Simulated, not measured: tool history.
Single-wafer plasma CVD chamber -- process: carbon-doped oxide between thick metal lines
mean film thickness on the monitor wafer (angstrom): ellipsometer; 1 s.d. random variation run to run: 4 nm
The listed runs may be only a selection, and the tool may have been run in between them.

run  hour  heater temperature setpoint (deg C)  chamber pressure (Pa)  RF power (kW)  deposition time (s)  mean film thickness on the monitor wafer (angstrom)
  1     0                                  335                    841           0.46                  199                                                10959
  2   0.5                                  333                    867           0.46                  199                                                10990
  3   8.7                                  326                    867           0.46                  199                                                11226
  4  16.9                                  336                    867           0.46                  199                                                10933
  5  23.4                                  336                    925           0.46                  199                                                11052
  6  24.7                                  336                    925           0.46                  206                                                11381
  7    29                                  334                    939           0.46                  206                                                11397
  8  33.5                                  332                    944          0.465                  206                                                11599
  9  36.2                                  330                    953          0.465                  206                                                11598

The next listed run, before its measurement:
 10  45.2                                  329                    957           0.47                  206                                                    ?

{"run 10": {"mean film thickness on the monitor wafer (angstrom)": 11769}}

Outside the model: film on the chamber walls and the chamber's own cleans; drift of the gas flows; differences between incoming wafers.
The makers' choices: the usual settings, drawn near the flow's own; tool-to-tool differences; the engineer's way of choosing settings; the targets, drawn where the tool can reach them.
